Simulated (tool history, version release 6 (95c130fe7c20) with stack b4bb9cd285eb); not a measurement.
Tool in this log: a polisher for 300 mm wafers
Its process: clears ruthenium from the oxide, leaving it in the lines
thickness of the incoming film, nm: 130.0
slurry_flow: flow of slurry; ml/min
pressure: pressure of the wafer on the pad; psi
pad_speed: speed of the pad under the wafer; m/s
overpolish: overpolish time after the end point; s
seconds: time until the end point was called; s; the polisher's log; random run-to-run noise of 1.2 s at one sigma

run  hour  slurry_flow  pressure  pad_speed  overpolish  seconds
  1     0          280       2.1          1           8   122.49
  2   3.6          280       2.1        1.1           8   111.81
  3   6.5          320       2.1        1.1           8   112.81
  4   8.2          320       2.1        1.1           8   111.32
  5  15.3          320         2        1.1           8   114.41
  6  22.4          320         2        1.1           8   117.81

The next listed run, before its measurement:
  7  30.3          320       1.9        1.1           8        ?

Run 7 gave seconds 120.68 s.

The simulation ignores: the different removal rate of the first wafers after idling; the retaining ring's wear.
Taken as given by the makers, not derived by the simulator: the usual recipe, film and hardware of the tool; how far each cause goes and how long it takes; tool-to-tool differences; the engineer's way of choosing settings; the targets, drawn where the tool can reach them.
